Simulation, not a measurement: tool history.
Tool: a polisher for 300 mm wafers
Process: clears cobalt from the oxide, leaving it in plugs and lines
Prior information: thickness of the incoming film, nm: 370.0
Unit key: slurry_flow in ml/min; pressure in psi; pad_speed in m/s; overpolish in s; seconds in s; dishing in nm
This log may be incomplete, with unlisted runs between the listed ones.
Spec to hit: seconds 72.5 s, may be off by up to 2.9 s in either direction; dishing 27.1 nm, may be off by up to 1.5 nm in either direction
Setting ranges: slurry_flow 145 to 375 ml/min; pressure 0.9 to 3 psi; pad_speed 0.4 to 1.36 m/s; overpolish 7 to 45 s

run 1 hour=0 | slurry_flow=240 pressure=1.9 pad_speed=0.88 overpolish=23 | seconds=89.25 dishing=53.557
run 2 hour=4.6 | slurry_flow=235 pressure=2 pad_speed=0.88 overpolish=19 | seconds=86.38 dishing=49.189
run 3 hour=10.2 | slurry_flow=290 pressure=2 pad_speed=0.88 overpolish=19 | seconds=84.611 dishing=49.471
run 4 hour=13.8 | slurry_flow=260 pressure=2 pad_speed=0.88 overpolish=19 | seconds=85.278 dishing=47.577
run 5 hour=22.1 | slurry_flow=290 pressure=2.2 pad_speed=0.8 overpolish=16 | seconds=84.213 dishing=44.978
run 6 hour=23.3 | slurry_flow=290 pressure=2.2 pad_speed=0.58 overpolish=16 | seconds=111.19 dishing=35.913
run 7 hour=26.2 | slurry_flow=310 pressure=2.4 pad_speed=0.56 overpolish=14 | seconds=109.04 dishing=34.172
run 8 hour=32.6 | slurry_flow=325 pressure=2.6 pad_speed=0.58 overpolish=12 | seconds=95.71 dishing=32.975
run 9 hour=36.5 | slurry_flow=340 pressure=2.7 pad_speed=0.6 overpolish=11 | seconds=88.704 dishing=32.507
run 10 hour=43.4 | slurry_flow=350 pressure=2.8 pad_speed=0.6 overpolish=10 | seconds=85.617 dishing=30.994

Next run, 4 choices. One meets every target within its allowed miss, the rest don't. Which?
run A hour=50.3 | slurry_flow=375 pressure=3 pad_speed=0.6 overpolish=10 | seconds=? dishing=?
run B hour=50.3 | slurry_flow=375 pressure=3 pad_speed=0.66 overpolish=7 | seconds=? dishing=?
run C hour=50.3 | slurry_flow=340 pressure=2.4 pad_speed=0.6 overpolish=16 | seconds=? dishing=?
run D hour=50.3 | slurry_flow=355 pressure=3 pad_speed=0.62 overpolish=12 | seconds=? dishing=?

move=A seconds=79.907 dishing=33.374
move=B seconds=72.93 dishing=27.148
move=C seconds=100.16 dishing=39.836
move=D seconds=77.758 dishing=38.837
A: nearer than the last run, and not there yet
B: hits every target within its allowed miss
C: lands further from the targets than the last run did
D: lands further from the targets than the last run did
Go with B: it meets all targets.
